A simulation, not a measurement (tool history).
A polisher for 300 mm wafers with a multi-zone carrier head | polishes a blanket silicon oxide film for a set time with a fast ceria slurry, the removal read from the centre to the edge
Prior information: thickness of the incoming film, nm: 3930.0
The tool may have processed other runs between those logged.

run	hour	flow of slurry (ml/min)	pressure of the head's centre zone	pressure of the head's middle zone	pressure of the head's edge zone	polishing time (s)	film removed at the wafer's centre (nm)	film removed at mid-radius (nm)	film removed at the wafer's edge (nm)
1	0	300	1	1	1	54	837.11	825.21	826.62
2	2.2	300	1	1	1	44	701.27	681.98	671.62
3	5.7	290	0.96	0.98	1	43	659.1	642.94	653.14
4	11.7	290	1	0.98	1	43	682.67	638.97	653.87
5	15.8	290	1	0.98	1.08	43	674.42	646.35	683.92
6	17.8	290	1	0.98	1.12	43	682.3	634.34	690.28
7	19.5	285	0.96	0.98	1.1	42	633.58	628.25	680.41
8	23.3	285	0.87	0.93	1	33	439.45	477.23	502.77
9	28	290	0.88	0.94	1.02	33	465.36	478.35	507.88
10	36.6	285	0.88	0.96	1.04	33	450.77	479.18	508.28
11	42	290	0.88	0.98	1.06	33	456.68	487.11	516.63
12	45.2	290	0.88	1	1.08	33	465.74	504.98	520.87
13	50.5	290	0.88	1	1.08	33	457.35	510.02	515.92
14	57.8	290	0.89	1	1.1	33	463.82	501.14	536.66
15	64.1	295	0.9	1.01	1.11	33	470.53	500.81	517.75
16	70.4	295	0.9	1.01	1.11	33	462.78	503.51	530.75
17	79.1	295	0.91	1.02	1.12	33	482.64	510.85	537.3
18	83.5	295	0.91	1.03	1.13	33	467.48	509.07	541.85
19	84.9	295	0.92	1.04	1.13	33	481.9	511.62	526.38
20	93.6	295	0.92	1.04	1.14	33	474.71	512.56	546.94
21	97.5	295	0.93	1.05	1.14	33	486.45	515.61	520.2

The next listed run, before its measurement:
22	102.5	300	0.93	1.05	1.15	33	?	?	?

{"run 22": {"film removed at the wafer's centre (nm)": 479.16, "film removed at mid-radius (nm)": 522.58, "film removed at the wafer's edge (nm)": 542.21}}
